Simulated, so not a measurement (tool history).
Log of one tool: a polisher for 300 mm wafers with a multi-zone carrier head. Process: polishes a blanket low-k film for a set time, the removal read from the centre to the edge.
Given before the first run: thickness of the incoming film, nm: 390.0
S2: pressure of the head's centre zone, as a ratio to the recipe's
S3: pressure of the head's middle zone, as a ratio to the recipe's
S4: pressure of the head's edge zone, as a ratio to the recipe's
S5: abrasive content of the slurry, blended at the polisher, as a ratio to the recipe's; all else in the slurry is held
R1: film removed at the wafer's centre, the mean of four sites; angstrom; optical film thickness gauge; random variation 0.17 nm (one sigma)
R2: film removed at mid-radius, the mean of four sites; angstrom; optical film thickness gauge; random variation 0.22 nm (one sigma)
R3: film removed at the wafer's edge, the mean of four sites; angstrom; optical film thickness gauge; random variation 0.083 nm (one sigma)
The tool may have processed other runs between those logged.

run 1 hour=0 | flow_of_slurry_(ml/min)=260 S2=1 S3=1 S4=1 S5=1 polishing_time_(s)=74 | R1=232.02 R2=221.58 R3=221.53
run 2 hour=1.3 | flow_of_slurry_(ml/min)=290 S2=1 S3=1 S4=1 S5=1 polishing_time_(s)=74 | R1=238.38 R2=227.81 R3=227.13
run 3 hour=5.8 | flow_of_slurry_(ml/min)=260 S2=0.96 S3=1 S4=0.95 S5=0.85 polishing_time_(s)=70 | R1=194.64 R2=193.65 R3=188.03
run 4 hour=12.1 | flow_of_slurry_(ml/min)=315 S2=0.96 S3=1 S4=0.95 S5=0.85 polishing_time_(s)=70 | R1=198.94 R2=202.05 R3=194.89
run 5 hour=21 | flow_of_slurry_(ml/min)=315 S2=0.96 S3=1 S4=0.95 S5=0.85 polishing_time_(s)=86 | R1=246.37 R2=240.32 R3=235.95
run 6 hour=26 | flow_of_slurry_(ml/min)=290 S2=0.92 S3=1 S4=0.9 S5=0.75 polishing_time_(s)=80 | R1=199.82 R2=208.32 R3=199.99
run 7 hour=29.7 | flow_of_slurry_(ml/min)=270 S2=0.91 S3=1 S4=0.87 S5=0.65 polishing_time_(s)=75 | R1=168.55 R2=182.45 R3=170.23
run 8 hour=35.1 | flow_of_slurry_(ml/min)=250 S2=0.9 S3=0.99 S4=0.85 S5=0.6 polishing_time_(s)=73 | R1=151.46 R2=161.48 R3=154.04
run 9 hour=41.5 | flow_of_slurry_(ml/min)=230 S2=0.9 S3=1 S4=0.84 S5=0.55 polishing_time_(s)=73 | R1=146.49 R2=153.98 R3=142.98

The next listed run, before its measurement:
run 10 hour=42.9 | flow_of_slurry_(ml/min)=180 S2=0.82 S3=1.01 S4=0.84 S5=0.55 polishing_time_(s)=73 | R1=? R2=? R3=?

R1: 124 angstrom
R2: 147.11 angstrom
R3: 139.38 angstrom
